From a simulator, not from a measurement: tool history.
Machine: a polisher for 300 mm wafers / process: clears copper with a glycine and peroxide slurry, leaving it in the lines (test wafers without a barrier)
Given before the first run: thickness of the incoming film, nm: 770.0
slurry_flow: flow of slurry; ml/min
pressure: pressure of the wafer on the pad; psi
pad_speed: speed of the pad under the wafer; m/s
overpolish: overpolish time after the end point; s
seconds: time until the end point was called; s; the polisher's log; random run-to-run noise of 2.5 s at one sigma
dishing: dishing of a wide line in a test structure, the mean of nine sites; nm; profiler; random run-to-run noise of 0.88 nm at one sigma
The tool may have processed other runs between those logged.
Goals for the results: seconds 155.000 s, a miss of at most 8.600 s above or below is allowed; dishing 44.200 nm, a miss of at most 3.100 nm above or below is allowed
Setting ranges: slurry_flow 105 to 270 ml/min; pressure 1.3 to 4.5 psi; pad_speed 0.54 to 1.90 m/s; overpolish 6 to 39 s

| run | hour | slurry_flow | pressure | pad_speed | overpolish | seconds | dishing |
|---|---|---|---|---|---|---|---|
| 1 | 0.0 | 175 | 2.9 | 1.22 | 20 | 115.080 | 68.823 |
| 2 | 7.2 | 175 | 3.4 | 1.22 | 20 | 101.360 | 72.795 |
| 3 | 10.4 | 175 | 3.4 | 1.44 | 20 | 90.462 | 76.050 |
| 4 | 14.1 | 175 | 3.2 | 1.42 | 19 | 97.118 | 73.020 |
| 5 | 22.9 | 175 | 3.2 | 1.18 | 19 | 107.450 | 67.400 |
| 6 | 24.5 | 175 | 2.8 | 1.18 | 19 | 118.490 | 63.853 |
| 7 | 28.7 | 175 | 2.7 | 1.16 | 18 | 124.830 | 60.512 |
| 8 | 37.1 | 175 | 2.6 | 1.16 | 17 | 125.500 | 56.237 |
| 9 | 38.2 | 175 | 2.6 | 1.16 | 17 | 127.280 | 56.057 |
| 10 | 44.9 | 175 | 2.5 | 1.16 | 17 | 135.250 | 53.890 |
| 11 | 49.3 | 175 | 2.4 | 1.16 | 17 | 138.870 | 55.909 |
| 12 | 55.1 | 175 | 2.4 | 1.16 | 17 | 139.870 | 55.430 |
| 13 | 58.8 | 175 | 2.4 | 1.16 | 16 | 136.500 | 49.920 |
| 14 | 60.6 | 175 | 2.3 | 1.16 | 16 | 141.770 | 49.581 |
|  | 63.1 | slurry nozzle cleaned |
| 15 | 63.1 | 175 | 2.1 | 1.16 | 15 | 140.950 | 47.840 |

4 next moves are on the table. One of them brings every result within its allowed miss. Which?
| A | 65.6 | 160 | 2.3 | 1.16 | 15 | ? | ? |
| B | 65.6 | 105 | 2.6 | 0.88 | 17 | ? | ? |
| C | 65.6 | 265 | 2.1 | 0.86 | 15 | ? | ? |
| D | 65.6 | 110 | 2.1 | 0.88 | 17 | ? | ? |

| move | seconds | dishing |
|---|---|---|
| A | 136.320 | 49.797 |
| B | 154.360 | 50.341 |
| C | 155.960 | 45.438 |
| D | 180.660 | 44.681 |
A: further off than the last run
B: corrects the largest miss of the last run, while another result sits out of spec
C: in spec on every target
D: the result that was furthest off in the last run now lies on the other side of its target
C is the move that brings every result within its allowed miss.
